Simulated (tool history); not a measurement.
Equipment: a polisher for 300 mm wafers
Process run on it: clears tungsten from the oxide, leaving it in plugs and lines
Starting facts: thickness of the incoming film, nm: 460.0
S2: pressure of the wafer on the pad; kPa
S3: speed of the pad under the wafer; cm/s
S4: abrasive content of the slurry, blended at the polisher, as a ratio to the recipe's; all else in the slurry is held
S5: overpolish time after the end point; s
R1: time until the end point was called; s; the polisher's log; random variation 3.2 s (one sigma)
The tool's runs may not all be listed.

run 1 hour=0 | flow_of_slurry_(ml/min)=285 S2=24.8 S3=138 S4=1 S5=27 | R1=75.042
run 2 hour=8 | flow_of_slurry_(ml/min)=285 S2=24.8 S3=138 S4=1 S5=29 | R1=75.874
run 3 hour=14.9 | flow_of_slurry_(ml/min)=285 S2=24.8 S3=138 S4=1 S5=29 | R1=74.837
run 4 hour=19.4 | flow_of_slurry_(ml/min)=285 S2=24.8 S3=138 S4=1 S5=29 | R1=74.968
run 5 hour=23.8 | flow_of_slurry_(ml/min)=285 S2=23.4 S3=130 S4=1 S5=29 | R1=83.757
run 6 hour=29.9 | flow_of_slurry_(ml/min)=285 S2=23.4 S3=130 S4=0.85 S5=29 | R1=85.549
run 7 hour=35.1 | flow_of_slurry_(ml/min)=270 S2=16.5 S3=92 S4=0.8 S5=29 | R1=163.32
run 8 hour=39.7 | flow_of_slurry_(ml/min)=270 S2=15.9 S3=92 S4=0.8 S5=29 | R1=170.39
run 9 hour=45.7 | flow_of_slurry_(ml/min)=270 S2=11 S3=86 S4=0.8 S5=29 | R1=258.9
run 10 hour=52.6 | flow_of_slurry_(ml/min)=270 S2=11 S3=86 S4=0.8 S5=29 | R1=252.82

What will run 11 give?
run 11 hour=59.9 | flow_of_slurry_(ml/min)=270 S2=12.4 S3=86 S4=0.8 S5=29 | R1=?

{"run 11": {"R1": 227.95}}
